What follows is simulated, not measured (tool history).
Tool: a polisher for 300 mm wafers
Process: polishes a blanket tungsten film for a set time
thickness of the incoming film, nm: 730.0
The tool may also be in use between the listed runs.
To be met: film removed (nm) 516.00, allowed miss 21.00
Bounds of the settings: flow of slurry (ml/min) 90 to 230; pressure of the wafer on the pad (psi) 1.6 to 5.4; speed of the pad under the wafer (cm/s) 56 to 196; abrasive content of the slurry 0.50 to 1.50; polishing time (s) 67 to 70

run,hour,flow of slurry (ml/min),pressure of the wafer on the pad (psi),speed of the pad under the wafer (cm/s),abrasive content of the slurry,polishing time (s),film removed (nm)
1,0.0,150,3.5,126,1.00,67,295.59
2,6.7,150,3.8,126,1.00,67,315.68
3,8.6,150,3.8,126,1.10,67,326.08
4,14.3,150,3.8,102,1.10,67,264.07
5,17.1,185,3.8,102,1.10,67,276.07
6,20.8,185,4.1,106,1.10,67,304.38
# hour 26.1: slurry nozzle cleaned
7,26.1,185,4.3,110,1.10,67,354.46
8,27.3,185,4.3,110,1.10,67,352.53
9,28.0,185,4.5,110,1.10,67,359.03
10,33.4,185,4.6,112,1.10,67,372.32
11,35.6,190,5.4,126,1.10,67,477.12
12,40.7,190,5.4,128,1.10,67,477.26
13,45.1,190,5.4,130,1.10,67,484.69
14,53.9,190,5.4,132,1.10,67,478.23

5 next moves are on the table. One of them brings every result within its allowed miss. Which?
A,62.7,220,5.0,142,0.95,70,?
B,62.7,190,4.8,132,1.05,70,?
C,62.7,150,5.4,120,1.10,70,?
D,62.7,185,4.9,138,1.00,68,?
E,62.7,170,5.1,126,1.05,70,?

move,film removed (nm)
A,504.37
B,461.22
C,447.91
D,466.33
E,453.22
A: meets every target
B: further off than the last run
C: further off than the last run
D: further off than the last run
E: further off than the last run
Move A is the one to make.
